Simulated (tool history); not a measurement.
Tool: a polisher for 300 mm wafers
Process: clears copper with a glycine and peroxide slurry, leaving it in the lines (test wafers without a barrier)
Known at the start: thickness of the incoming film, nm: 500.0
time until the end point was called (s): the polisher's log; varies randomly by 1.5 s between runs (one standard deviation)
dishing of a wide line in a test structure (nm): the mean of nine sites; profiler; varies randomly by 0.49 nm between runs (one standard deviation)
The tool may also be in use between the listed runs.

run  hour  flow of slurry (ml/min)  pressure of the wafer on the pad (kPa)  speed of the pad under the wafer (m/s)  overpolish time after the end point (s)  time until the end point was called (s)  dishing of a wide line in a test structure (nm)
  1     0                      195                                    14.5                                    0.86                                       11                                   147.82                                           31.805
  2   0.9                      195                                    15.2                                    0.88                                       10                                   138.97                                           29.837
  3     9                      195                                    15.2                                    0.88                                        6                                   137.35                                           18.356
  4  10.7                      195                                    17.2                                    0.88                                        6                                   128.62                                           20.708
  5  15.2                      195                                      20                                    0.88                                        6                                   110.58                                           21.337
  6  21.8                      195                                      20                                    0.72                                        6                                   129.98                                           19.647
  7  23.2                      195                                    20.7                                    0.74                                        6                                   121.56                                           20.055

What does the tool deliver on the next run?
  8  29.6                      195                                    20.7                                    0.76                                        6                                        ?                                                ?

Logged for run 8: time until the end point was called (s) 118.01, dishing of a wide line in a test structure (nm) 20.492.

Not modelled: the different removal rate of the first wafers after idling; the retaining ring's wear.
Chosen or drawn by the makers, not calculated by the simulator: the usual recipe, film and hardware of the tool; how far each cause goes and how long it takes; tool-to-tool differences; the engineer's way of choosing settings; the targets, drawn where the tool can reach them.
